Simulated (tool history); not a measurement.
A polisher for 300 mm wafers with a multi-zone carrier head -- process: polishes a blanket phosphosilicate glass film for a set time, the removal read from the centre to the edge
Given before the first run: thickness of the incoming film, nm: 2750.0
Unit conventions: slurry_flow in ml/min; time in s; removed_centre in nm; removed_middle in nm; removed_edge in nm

run,hour,slurry_flow,centre_zone,middle_zone,edge_zone,slurry_solids,time,removed_centre,removed_middle,removed_edge
1,0,275,1,1,1,1,57,500.43,495.66,495.08
2,4.4,275,1,1,1,1,44,383.78,382.59,381.44
3,12.3,275,1,1,1,1,33,290.53,287.59,288.29
4,14,275,1,1,1,0.85,33,269.18,268.54,266.71
5,22.7,275,1,1.04,1,0.85,33,266.33,272.48,270.75
6,30,300,1,1.04,1,0.85,33,272.61,276.73,271.41
7,32.8,295,1,1.05,1.02,0.95,37,319.53,324.9,321.89
8,39.3,295,1,1.07,1.04,1.05,39,351.12,359.69,357.16
9,42.6,295,1,1.08,1.06,1.1,42,388.74,399.66,390.75
10,44.7,295,0.99,1.08,1.08,1.15,44,410.64,419.2,418.69

For run 11, what comes out?
11,47.1,295,0.98,1.09,1.09,1.2,46,?,?,?

Logged for run 11: removed_centre 424.95 nm, removed_middle 466.96 nm, removed_edge 458.57 nm.

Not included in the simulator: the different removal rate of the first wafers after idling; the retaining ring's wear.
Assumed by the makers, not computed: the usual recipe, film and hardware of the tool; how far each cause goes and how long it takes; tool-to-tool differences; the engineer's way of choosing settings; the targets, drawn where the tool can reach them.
